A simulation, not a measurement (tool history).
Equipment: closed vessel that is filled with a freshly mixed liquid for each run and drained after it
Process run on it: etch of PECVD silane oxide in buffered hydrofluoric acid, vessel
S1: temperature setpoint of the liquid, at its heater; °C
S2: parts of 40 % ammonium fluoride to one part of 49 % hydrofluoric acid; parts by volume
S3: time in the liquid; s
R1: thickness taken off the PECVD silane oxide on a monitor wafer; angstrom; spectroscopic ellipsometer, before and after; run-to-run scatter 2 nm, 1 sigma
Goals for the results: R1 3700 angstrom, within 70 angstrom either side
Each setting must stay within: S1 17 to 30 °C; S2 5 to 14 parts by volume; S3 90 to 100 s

{"run": 1, "hour": 0.0, "S1": 22, "S2": 8.5, "S3": 90, "R1": 2581.8}
{"run": 2, "hour": 0.7, "S1": 19.5, "S2": 8.5, "S3": 90, "R1": 2288.6}
{"run": 3, "hour": 4.6, "S1": 17.5, "S2": 8.5, "S3": 90, "R1": 2025.9}
{"run": 4, "hour": 7.0, "S1": 19, "S2": 8.5, "S3": 90, "R1": 2201.6}
{"run": 5, "hour": 14.2, "S1": 20.5, "S2": 8.5, "S3": 90, "R1": 2388}
{"run": 6, "hour": 20.3, "S1": 20.5, "S2": 8.5, "S3": 100, "R1": 2625.2}
{"run": 7, "hour": 23.9, "S1": 21.5, "S2": 8.5, "S3": 100, "R1": 2808.1}
{"run": 8, "hour": 29.3, "S1": 22.5, "S2": 8.5, "S3": 100, "R1": 2981.6}

5 next moves are on the table. One of them brings every result within its allowed miss. Which?
{"run": "A", "hour": 34.7, "S1": 22.5, "S2": 8.5, "S3": 90, "R1": "?"}
{"run": "B", "hour": 34.7, "S1": 22, "S2": 8, "S3": 90, "R1": "?"}
{"run": "C", "hour": 34.7, "S1": 25.5, "S2": 7.5, "S3": 100, "R1": "?"}
{"run": "D", "hour": 34.7, "S1": 28.5, "S2": 8.5, "S3": 90, "R1": "?"}
{"run": "E", "hour": 34.7, "S1": 21.5, "S2": 6, "S3": 100, "R1": "?"}

move=A R1=2657.5
move=B R1=2760.9
move=C R1=3981.5
move=D R1=3673.4
move=E R1=3940.2
A: the biggest miss grows against the last run
B: the biggest miss grows against the last run
C: pushes the last run's worst result past its target
D: all results land within tolerance of their targets
E: pushes the last run's worst result past its target
Answer: D
